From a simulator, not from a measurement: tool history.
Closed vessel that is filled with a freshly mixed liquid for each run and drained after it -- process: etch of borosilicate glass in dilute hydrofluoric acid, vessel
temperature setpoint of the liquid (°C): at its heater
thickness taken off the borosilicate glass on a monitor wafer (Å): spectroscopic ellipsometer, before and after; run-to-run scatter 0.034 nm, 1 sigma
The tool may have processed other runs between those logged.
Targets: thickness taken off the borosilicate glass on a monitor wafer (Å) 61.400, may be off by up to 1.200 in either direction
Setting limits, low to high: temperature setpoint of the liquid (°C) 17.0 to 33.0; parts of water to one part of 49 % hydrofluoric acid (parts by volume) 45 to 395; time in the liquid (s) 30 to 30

run,hour,temperature setpoint of the liquid (°C),parts of water to one part of 49 % hydrofluoric acid (parts by volume),time in the liquid (s),thickness taken off the borosilicate glass on a monitor wafer (Å)
1,0.0,25.0,220,30,22.374
2,8.3,25.0,220,30,22.244
3,15.5,26.5,220,30,23.806
4,18.2,28.0,190,30,29.871
5,20.9,29.0,170,30,35.032
6,25.8,29.0,140,30,45.046
7,32.6,30.0,135,30,48.966
8,36.7,30.0,135,30,48.313
9,43.9,33.0,105,30,72.682
10,47.3,30.0,105,30,65.037
11,52.3,29.5,105,30,63.573

Consider the 4 candidate settings below. Which is the only one whose results all fall within their allowed miss of target?
A,57.3,28.5,105,30,?
B,57.3,31.0,120,30,?
C,57.3,28.5,100,30,?
D,57.3,29.0,110,30,?

move,thickness taken off the borosilicate glass on a monitor wafer (Å)
A,61.442
B,57.791
C,64.954
D,59.361
A: meets every target
B: takes the biggest miss from the last run beyond its target
C: lands further from the targets than the last run did
D: takes the biggest miss from the last run beyond its target
Answer: A
